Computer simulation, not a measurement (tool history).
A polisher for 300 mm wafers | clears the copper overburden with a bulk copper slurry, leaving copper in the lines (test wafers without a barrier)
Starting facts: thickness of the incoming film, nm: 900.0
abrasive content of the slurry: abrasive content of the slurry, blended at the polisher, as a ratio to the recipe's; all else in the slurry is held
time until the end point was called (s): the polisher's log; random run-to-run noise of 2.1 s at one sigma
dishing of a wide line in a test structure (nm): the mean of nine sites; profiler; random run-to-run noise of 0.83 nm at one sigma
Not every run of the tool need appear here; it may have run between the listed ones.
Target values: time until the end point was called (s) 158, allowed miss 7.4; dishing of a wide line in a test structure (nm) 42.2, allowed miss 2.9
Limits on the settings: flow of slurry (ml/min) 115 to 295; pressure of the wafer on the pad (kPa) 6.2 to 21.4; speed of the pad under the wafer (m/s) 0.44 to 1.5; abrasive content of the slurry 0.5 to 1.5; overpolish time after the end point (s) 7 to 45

run	hour	flow of slurry (ml/min)	pressure of the wafer on the pad (kPa)	speed of the pad under the wafer (m/s)	abrasive content of the slurry	overpolish time after the end point (s)	time until the end point was called (s)	dishing of a wide line in a test structure (nm)
1	0	190	13.8	0.96	1	23	142.15	68.129
2	3.8	190	13.1	0.98	1	20	145.25	58.911
3	4.5	190	13.1	0.98	0.8	20	154.13	60.286
4	12.7	175	13.1	0.98	0.8	20	159.19	58.862
5	21.8	175	13.1	0.98	0.8	18	156.44	53.925
6	26.6	175	13.1	0.98	0.7	18	161.54	53.482
# hour 29.9: slurry blender recalibrated
7	29.9	175	13.1	0.98	0.7	16	151.66	52.307
8	33.6	170	13.1	0.98	0.7	15	152.66	48.542
9	38.8	165	13.1	0.98	0.7	15	152.41	48.612

Exercise: of the 4 proposed moves below, exactly one satisfies all targets within the stated allowed misses. Which move is it?
A	44	170	12.4	0.88	0.75	16	?	?
B	44	155	13.8	1.02	0.5	13	?	?
C	44	145	13.8	1	0.7	12	?	?
D	44	130	14.5	0.92	0.8	15	?	?

move	time until the end point was called (s)	dishing of a wide line in a test structure (nm)
A	171.13	47.452
B	156.38	44.153
C	143.13	44.431
D	144.68	52.027
A: nearer than the last run, and not there yet
B: in spec on every target
C: corrects the largest miss of the last run, while another result sits out of spec
D: further off than the last run
B meets every target.
